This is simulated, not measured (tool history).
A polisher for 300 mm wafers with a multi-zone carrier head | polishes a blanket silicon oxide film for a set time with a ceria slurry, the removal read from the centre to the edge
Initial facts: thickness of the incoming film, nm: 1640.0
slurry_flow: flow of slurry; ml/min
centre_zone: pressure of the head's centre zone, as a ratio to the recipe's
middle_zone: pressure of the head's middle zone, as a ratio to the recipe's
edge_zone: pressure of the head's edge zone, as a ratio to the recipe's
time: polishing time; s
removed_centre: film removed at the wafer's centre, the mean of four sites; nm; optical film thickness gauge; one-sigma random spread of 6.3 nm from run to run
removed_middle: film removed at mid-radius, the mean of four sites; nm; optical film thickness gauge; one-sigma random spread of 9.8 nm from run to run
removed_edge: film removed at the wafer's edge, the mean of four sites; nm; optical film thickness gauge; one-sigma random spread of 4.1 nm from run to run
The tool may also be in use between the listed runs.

Run 1, hour 0.0: slurry_flow 170 ml/min, centre_zone 1.00, middle_zone 1.00, edge_zone 1.00, time 79 s. Result: removed_centre 429.23 nm, removed_middle 453.95 nm, removed_edge 461.38 nm.
Run 2, hour 4.7: slurry_flow 180 ml/min, centre_zone 1.01, middle_zone 1.02, edge_zone 1.01, time 81 s. Result: removed_centre 453.42 nm, removed_middle 483.68 nm, removed_edge 478.86 nm.
Run 3, hour 8.9: slurry_flow 180 ml/min, centre_zone 1.01, middle_zone 1.02, edge_zone 0.97, time 81 s. Result: removed_centre 452.09 nm, removed_middle 479.49 nm, removed_edge 468.05 nm.
Run 4, hour 11.3: slurry_flow 180 ml/min, centre_zone 1.01, middle_zone 1.02, edge_zone 0.97, time 71 s. Result: removed_centre 395.64 nm, removed_middle 425.31 nm, removed_edge 412.88 nm.
Run 5, hour 17.9: slurry_flow 190 ml/min, centre_zone 1.02, middle_zone 1.04, edge_zone 0.99, time 74 s. Result: removed_centre 413.27 nm, removed_middle 448.57 nm, removed_edge 436.96 nm.
Run 6, hour 18.7: slurry_flow 195 ml/min, centre_zone 1.03, middle_zone 1.06, edge_zone 0.99, time 77 s. Result: removed_centre 441.67 nm, removed_middle 480.11 nm, removed_edge 456.79 nm.
Run 7, hour 26.5: slurry_flow 245 ml/min, centre_zone 1.06, middle_zone 1.16, edge_zone 1.08, time 99 s. Result: removed_centre 604.87 nm, removed_middle 681.29 nm, removed_edge 626.59 nm.
Run 8, hour 29.0: slurry_flow 245 ml/min, centre_zone 1.06, middle_zone 1.16, edge_zone 1.07, time 99 s. Result: removed_centre 609.16 nm, removed_middle 668.32 nm, removed_edge 627.38 nm.
Run 9, hour 35.8: slurry_flow 245 ml/min, centre_zone 1.05, middle_zone 1.16, edge_zone 1.05, time 100 s. Result: removed_centre 601.11 nm, removed_middle 678.01 nm, removed_edge 621.01 nm.
Run 10, hour 37.3: slurry_flow 245 ml/min, centre_zone 1.05, middle_zone 1.16, edge_zone 1.04, time 101 s. Result: removed_centre 621.29 nm, removed_middle 685.23 nm, removed_edge 632.29 nm.
At hour 39.4: centre zone pressure recalibrated.
Run 11, hour 39.4: slurry_flow 245 ml/min, centre_zone 1.04, middle_zone 1.16, edge_zone 1.02, time 102 s. Result: removed_centre 645.41 nm, removed_middle 684.38 nm, removed_edge 623.39 nm.

For run 12, what comes out?
Run 12, hour 44.8: slurry_flow 240 ml/min, centre_zone 1.03, middle_zone 1.16, edge_zone 1.02, time 103 s. Result: removed_centre ?, removed_middle ?, removed_edge ?.

{"run 12": {"removed_centre": 655.96, "removed_middle": 694.73, "removed_edge": 635.66}}
